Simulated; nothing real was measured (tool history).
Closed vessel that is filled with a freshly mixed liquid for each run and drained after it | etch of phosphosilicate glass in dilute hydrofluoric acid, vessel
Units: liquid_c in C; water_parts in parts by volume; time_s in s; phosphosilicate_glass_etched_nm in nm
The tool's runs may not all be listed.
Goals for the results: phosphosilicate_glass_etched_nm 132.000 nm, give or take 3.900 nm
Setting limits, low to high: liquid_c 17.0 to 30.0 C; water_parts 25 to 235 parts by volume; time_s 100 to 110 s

| run | hour | liquid_c | water_parts | time_s | phosphosilicate_glass_etched_nm |
|---|---|---|---|---|---|
| 1 | 0.0 | 22.0 | 130 | 100 | 106.090 |
| 2 | 5.1 | 20.5 | 130 | 100 | 100.800 |
| 3 | 7.3 | 20.5 | 170 | 100 | 73.648 |
| 4 | 12.3 | 21.5 | 165 | 100 | 78.265 |
| 5 | 19.6 | 19.0 | 165 | 100 | 72.078 |
| 6 | 20.9 | 20.0 | 160 | 100 | 78.096 |
| 7 | 26.9 | 21.0 | 155 | 100 | 84.070 |
| 8 | 31.1 | 25.0 | 130 | 100 | 121.440 |
| 9 | 36.7 | 26.0 | 130 | 100 | 125.650 |

Next run, 4 choices. One meets every target within its allowed miss, the rest don't. Which?
| A | 42.3 | 27.5 | 130 | 105 | ? |
| B | 42.3 | 25.0 | 140 | 105 | ? |
| C | 42.3 | 24.5 | 135 | 105 | ? |
| D | 42.3 | 26.5 | 125 | 100 | ? |

| move | phosphosilicate_glass_etched_nm |
|---|---|
| A | 139.400 |
| B | 116.330 |
| C | 119.060 |
| D | 133.800 |
A: takes the result that was furthest off past its target
B: further off than the last run
C: further off than the last run
D: every result within its allowed miss
Move D is the one to make.
